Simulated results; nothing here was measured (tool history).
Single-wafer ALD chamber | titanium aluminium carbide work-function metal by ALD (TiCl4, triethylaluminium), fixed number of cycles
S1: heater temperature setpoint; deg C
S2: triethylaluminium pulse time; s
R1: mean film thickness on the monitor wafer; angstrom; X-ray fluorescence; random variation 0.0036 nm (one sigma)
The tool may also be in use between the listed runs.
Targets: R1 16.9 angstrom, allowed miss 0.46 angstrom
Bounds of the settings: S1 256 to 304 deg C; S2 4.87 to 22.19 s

run	hour	S1	S2	R1
1	0	280	13.53	19.424
2	2.9	290	13.53	20.326
3	9.8	290	15.77	20.321
4	12.4	297	15.77	21.01
# hour 18.3: thermocouple changed; heater temperature recalibrated
5	18.3	291	15.77	20.056
6	25.4	291	18.17	19.995
7	32.1	288	18.6	19.718
8	37.9	276	15.42	18.68
9	42.1	274	15.62	18.463
10	44.7	272	15.8	18.37

4 next moves are on the table. One of them brings every result within its allowed miss. Which?
A	47.3	288	13.18	?
B	47.3	266	18.2	?
C	47.3	256	17.03	?
D	47.3	272	17.88	?

move	R1
A	19.527
B	17.854
C	17.004
D	18.359
A: further off than the last run
B: nearer than the last run, and not there yet
C: meets every target
D: as far off as the last run
The right move is C.
